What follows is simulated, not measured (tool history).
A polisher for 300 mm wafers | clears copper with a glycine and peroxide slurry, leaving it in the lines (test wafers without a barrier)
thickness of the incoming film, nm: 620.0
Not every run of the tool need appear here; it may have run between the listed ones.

run	hour	flow of slurry (ml/min)	pressure of the wafer on the pad (psi)	speed of the pad under the wafer (cm/s)	overpolish time after the end point (s)	time until the end point was called (s)	dishing of a wide line in a test structure (nm)
1	0	190	3.4	94	30	93.795	88.04
2	1.6	190	3.2	94	27	97.832	80.974
3	9.5	190	2.7	94	27	114.79	74.429
4	16.9	190	3.1	94	27	102.54	79.973
5	24.9	215	3.1	94	27	100.72	80.535
6	26.7	215	3.1	94	17	100.32	59.885
7	33.7	215	2.9	94	17	104.96	56.843

Estimate the outcome of run 8 from the log above:
8	38.1	215	2.7	94	17	?	?

time until the end point was called (s): 114.35
dishing of a wide line in a test structure (nm): 54.395
